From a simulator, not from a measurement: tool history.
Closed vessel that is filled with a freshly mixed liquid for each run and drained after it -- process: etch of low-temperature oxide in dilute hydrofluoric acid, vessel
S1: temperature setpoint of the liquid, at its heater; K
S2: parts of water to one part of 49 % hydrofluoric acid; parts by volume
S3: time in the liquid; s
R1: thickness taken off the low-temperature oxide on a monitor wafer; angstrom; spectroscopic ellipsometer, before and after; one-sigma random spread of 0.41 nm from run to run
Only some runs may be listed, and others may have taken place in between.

run,hour,S1,S2,S3,R1
1,0.0,298.15,95,150,507.52
2,4.6,301.65,95,150,585.90
3,12.8,301.65,120,150,447.49
4,16.3,302.15,115,150,478.63
5,19.6,302.65,110,150,518.18
6,21.5,303.15,105,150,551.15
7,28.5,303.65,100,150,596.11
8,34.0,306.15,80,150,843.91

Estimate the outcome of run 9 from the log above:
9,35.4,305.15,80,150,?

For run 9 the tool returned R1 813.30 angstrom.
